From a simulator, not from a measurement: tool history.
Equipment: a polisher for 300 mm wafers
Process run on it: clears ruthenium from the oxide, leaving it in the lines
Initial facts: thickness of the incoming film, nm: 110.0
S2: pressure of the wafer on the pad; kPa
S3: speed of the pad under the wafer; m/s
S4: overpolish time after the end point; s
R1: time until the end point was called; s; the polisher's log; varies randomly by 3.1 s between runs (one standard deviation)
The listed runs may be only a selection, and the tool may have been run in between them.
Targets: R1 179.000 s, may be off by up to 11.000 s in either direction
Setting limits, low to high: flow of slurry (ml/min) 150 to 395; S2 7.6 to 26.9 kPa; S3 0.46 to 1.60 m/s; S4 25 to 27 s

Run 1, hour 0.0: flow of slurry (ml/min) 250, S2 17.2 kPa, S3 1.02 m/s, S4 25 s. Result: R1 71.317 s.
Run 2, hour 3.6: flow of slurry (ml/min) 245, S2 15.2 kPa, S3 0.92 m/s, S4 25 s. Result: R1 90.454 s.
Run 3, hour 10.0: flow of slurry (ml/min) 245, S2 13.1 kPa, S3 0.86 m/s, S4 25 s. Result: R1 109.640 s.
Run 4, hour 17.3: flow of slurry (ml/min) 205, S2 13.1 kPa, S3 0.86 m/s, S4 25 s. Result: R1 114.800 s.
Run 5, hour 24.2: flow of slurry (ml/min) 200, S2 11.7 kPa, S3 0.84 m/s, S4 25 s. Result: R1 123.860 s.
Run 6, hour 27.4: flow of slurry (ml/min) 160, S2 11.7 kPa, S3 0.84 m/s, S4 25 s. Result: R1 127.300 s.
Run 7, hour 32.3: flow of slurry (ml/min) 160, S2 11.0 kPa, S3 0.82 m/s, S4 25 s. Result: R1 139.070 s.
Run 8, hour 37.5: flow of slurry (ml/min) 160, S2 7.6 kPa, S3 0.78 m/s, S4 25 s. Result: R1 202.640 s.

4 candidate next runs follow, results not yet known. Just one meets every target within its allowed miss. Identify it.
Run A, hour 42.7: flow of slurry (ml/min) 150, S2 7.6 kPa, S3 0.74 m/s, S4 26 s. Result: R1 ?.
Run B, hour 42.7: flow of slurry (ml/min) 150, S2 8.3 kPa, S3 0.70 m/s, S4 27 s. Result: R1 ?.
Run C, hour 42.7: flow of slurry (ml/min) 150, S2 11.0 kPa, S3 0.46 m/s, S4 25 s. Result: R1 ?.
Run D, hour 42.7: flow of slurry (ml/min) 155, S2 9.0 kPa, S3 0.76 m/s, S4 27 s. Result: R1 ?.

move       R1
   A  209.320
   B  200.890
   C  203.280
   D  175.070
A: its largest miss is bigger than the last run's
B: better than the last run, though not everything is in spec
C: about as far from the targets as the last run
D: each result inside its tolerance
Move D is the one to make.
